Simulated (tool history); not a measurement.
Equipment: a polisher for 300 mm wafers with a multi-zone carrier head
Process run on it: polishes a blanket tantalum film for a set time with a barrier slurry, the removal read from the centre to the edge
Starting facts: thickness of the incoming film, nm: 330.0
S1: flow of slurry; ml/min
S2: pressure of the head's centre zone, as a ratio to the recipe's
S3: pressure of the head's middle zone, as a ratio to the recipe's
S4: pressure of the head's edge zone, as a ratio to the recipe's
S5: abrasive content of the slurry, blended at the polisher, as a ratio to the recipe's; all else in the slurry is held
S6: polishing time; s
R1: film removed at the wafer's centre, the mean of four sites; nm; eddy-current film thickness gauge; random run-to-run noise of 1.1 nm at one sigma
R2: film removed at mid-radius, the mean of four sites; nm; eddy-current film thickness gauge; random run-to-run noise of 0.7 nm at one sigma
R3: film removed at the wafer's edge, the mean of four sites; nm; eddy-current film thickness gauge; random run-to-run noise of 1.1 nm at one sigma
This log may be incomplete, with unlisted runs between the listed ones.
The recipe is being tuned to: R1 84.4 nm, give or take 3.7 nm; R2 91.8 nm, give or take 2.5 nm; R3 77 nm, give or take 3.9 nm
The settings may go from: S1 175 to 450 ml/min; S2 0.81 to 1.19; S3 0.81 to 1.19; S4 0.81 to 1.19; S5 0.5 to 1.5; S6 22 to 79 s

{"run": 1, "day": 0.0, "S1": 290, "S2": 1, "S3": 1, "S4": 1, "S5": 1, "S6": 50, "R1": 113.2, "R2": 117.35, "R3": 114.67}
{"run": 2, "day": 0.354, "S1": 295, "S2": 1, "S3": 1.01, "S4": 0.98, "S5": 0.95, "S6": 49, "R1": 109.66, "R2": 117.3, "R3": 116.41}
{"run": 3, "day": 0.471, "S1": 240, "S2": 1, "S3": 1.01, "S4": 0.98, "S5": 0.95, "S6": 49, "R1": 109, "R2": 112.5, "R3": 111.55}
{"run": 4, "day": 0.492, "S1": 240, "S2": 1, "S3": 1.01, "S4": 0.98, "S5": 1.15, "S6": 49, "R1": 112.41, "R2": 117.55, "R3": 118.57}
{"run": 5, "day": 0.658, "S1": 260, "S2": 1.01, "S3": 1.02, "S4": 0.97, "S5": 1.1, "S6": 47, "R1": 108.09, "R2": 112.93, "R3": 109.72}
{"run": 6, "day": 0.862, "S1": 260, "S2": 1.01, "S3": 1.02, "S4": 0.97, "S5": 1.1, "S6": 56, "R1": 133.12, "R2": 135.89, "R3": 134.22}
{"run": 7, "day": 1.183, "S1": 270, "S2": 1.02, "S3": 1.03, "S4": 0.96, "S5": 1.05, "S6": 54, "R1": 128.37, "R2": 132.67, "R3": 127.93}
{"run": 8, "day": 1.525, "S1": 325, "S2": 1.06, "S3": 1.06, "S4": 0.86, "S5": 0.8, "S6": 40, "R1": 93.495, "R2": 93.786, "R3": 83.349}
{"run": 9, "day": 1.612, "S1": 325, "S2": 1.06, "S3": 1.06, "S4": 0.85, "S5": 0.8, "S6": 40, "R1": 91.411, "R2": 93.807, "R3": 83.791}

5 candidate next runs follow, results not yet known. Just one meets every target within its allowed miss. Identify it.
{"run": "A", "day": 1.7, "S1": 335, "S2": 1.01, "S3": 1.17, "S4": 0.81, "S5": 0.75, "S6": 39, "R1": "?", "R2": "?", "R3": "?"}
{"run": "B", "day": 1.7, "S1": 370, "S2": 0.92, "S3": 1.04, "S4": 0.89, "S5": 0.75, "S6": 43, "R1": "?", "R2": "?", "R3": "?"}
{"run": "C", "day": 1.7, "S1": 255, "S2": 1.08, "S3": 1.17, "S4": 0.89, "S5": 0.55, "S6": 41, "R1": "?", "R2": "?", "R3": "?"}
{"run": "D", "day": 1.7, "S1": 350, "S2": 0.96, "S3": 0.95, "S4": 0.88, "S5": 0.7, "S6": 45, "R1": "?", "R2": "?", "R3": "?"}
{"run": "E", "day": 1.7, "S1": 320, "S2": 1.05, "S3": 1.02, "S4": 1, "S5": 0.8, "S6": 42, "R1": "?", "R2": "?", "R3": "?"}

move=A R1=85.364 R2=99.195 R3=78.521
move=B R1=86.209 R2=99.557 R3=90.475
move=C R1=85.259 R2=92.748 R3=76.602
move=D R1=91.827 R2=94.199 R3=92.184
move=E R1=96.971 R2=96.446 R3=93.878
A: the furthest-off result lands on target, but another misses its tolerance
B: the furthest-off result lands on target, but another misses its tolerance
C: hits every target within its allowed miss
D: the biggest miss grows against the last run
E: the biggest miss grows against the last run
Correct choice: C, which meets every target

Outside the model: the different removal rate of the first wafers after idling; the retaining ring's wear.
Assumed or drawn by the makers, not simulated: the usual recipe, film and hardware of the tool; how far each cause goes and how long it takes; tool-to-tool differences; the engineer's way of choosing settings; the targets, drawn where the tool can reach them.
